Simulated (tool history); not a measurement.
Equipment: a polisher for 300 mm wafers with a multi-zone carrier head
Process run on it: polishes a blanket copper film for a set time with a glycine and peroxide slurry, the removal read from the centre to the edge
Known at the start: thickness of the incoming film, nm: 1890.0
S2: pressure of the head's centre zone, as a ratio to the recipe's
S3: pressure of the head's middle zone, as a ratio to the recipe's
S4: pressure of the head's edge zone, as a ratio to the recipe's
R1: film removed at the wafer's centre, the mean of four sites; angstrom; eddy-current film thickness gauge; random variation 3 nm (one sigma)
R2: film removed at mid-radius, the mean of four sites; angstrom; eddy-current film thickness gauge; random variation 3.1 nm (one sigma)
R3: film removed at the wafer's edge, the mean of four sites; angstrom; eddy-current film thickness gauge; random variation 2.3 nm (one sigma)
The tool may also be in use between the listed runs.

run 1 day=0.000 | flow_of_slurry_(ml/min)=175 S2=1.00 S3=1.00 S4=1.00 polishing_time_(s)=75 | R1=4622.6 R2=4349.0 R3=4618.9
run 2 day=0.146 | flow_of_slurry_(ml/min)=170 S2=0.99 S3=1.01 S4=0.97 polishing_time_(s)=67 | R1=4045.8 R2=3845.0 R3=3968.7
run 3 day=0.188 | flow_of_slurry_(ml/min)=165 S2=0.97 S3=1.01 S4=0.94 polishing_time_(s)=62 | R1=3576.6 R2=3476.5 R3=3673.3
run 4 day=0.558 | flow_of_slurry_(ml/min)=165 S2=0.91 S3=1.01 S4=0.94 polishing_time_(s)=62 | R1=3345.9 R2=3651.0 R3=3565.4
run 5 day=0.871 | flow_of_slurry_(ml/min)=185 S2=0.91 S3=1.01 S4=0.94 polishing_time_(s)=62 | R1=3409.0 R2=3629.8 R3=3809.9
run 6 day=1.146 | flow_of_slurry_(ml/min)=170 S2=0.91 S3=1.00 S4=0.92 polishing_time_(s)=59 | R1=3224.5 R2=3430.4 R3=3430.2
run 7 day=1.425 | flow_of_slurry_(ml/min)=120 S2=0.82 S3=0.90 S4=0.82 polishing_time_(s)=49 | R1=2143.6 R2=2352.9 R3=2507.0
run 8 day=1.775 | flow_of_slurry_(ml/min)=120 S2=0.82 S3=0.90 S4=0.82 polishing_time_(s)=49 | R1=2099.0 R2=2308.0 R3=2566.9
-- day=1.829 slurry nozzle cleaned
run 9 day=1.829 | flow_of_slurry_(ml/min)=135 S2=0.85 S3=0.93 S4=0.82 polishing_time_(s)=47 | R1=2530.9 R2=2662.6 R3=2742.5
run 10 day=2.012 | flow_of_slurry_(ml/min)=135 S2=0.85 S3=0.94 S4=0.82 polishing_time_(s)=44 | R1=2391.3 R2=2561.1 R3=2548.5
run 11 day=2.196 | flow_of_slurry_(ml/min)=140 S2=0.85 S3=0.94 S4=0.82 polishing_time_(s)=43 | R1=2377.0 R2=2530.0 R3=2510.2
run 12 day=2.342 | flow_of_slurry_(ml/min)=145 S2=0.85 S3=0.94 S4=0.82 polishing_time_(s)=43 | R1=2340.7 R2=2545.6 R3=2479.2
run 13 day=2.625 | flow_of_slurry_(ml/min)=150 S2=0.86 S3=0.94 S4=0.82 polishing_time_(s)=43 | R1=2400.9 R2=2558.3 R3=2540.9

Run 14 is up next; what results do you expect?
run 14 day=2.717 | flow_of_slurry_(ml/min)=155 S2=0.87 S3=0.94 S4=0.82 polishing_time_(s)=42 | R1=? R2=? R3=?

Run 14 gave R1 2445.3 angstrom, R2 2542.7 angstrom, R3 2431.6 angstrom.
